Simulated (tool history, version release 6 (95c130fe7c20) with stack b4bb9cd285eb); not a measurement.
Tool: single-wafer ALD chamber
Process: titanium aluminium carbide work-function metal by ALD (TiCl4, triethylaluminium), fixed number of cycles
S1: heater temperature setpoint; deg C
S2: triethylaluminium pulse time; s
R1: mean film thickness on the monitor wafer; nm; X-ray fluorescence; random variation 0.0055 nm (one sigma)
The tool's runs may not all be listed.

| run | hour | S1 | S2 | R1 |
|---|---|---|---|---|
| 1 | 0 | 310 | 14.06 | 2.172 |
| 2 | 8.7 | 310 | 16.96 | 2.1911 |
| 3 | 14.4 | 310 | 14.45 | 2.1734 |
| 4 | 16.4 | 310 | 13.05 | 2.1563 |
| 5 | 22.1 | 307 | 12.76 | 2.1402 |
| 6 | 24.5 | 314 | 12.76 | 2.1876 |

Forecast run 7:
| 7 | 28.3 | 309 | 12.18 | ? |

{"run 7": {"R1": 2.1488}}
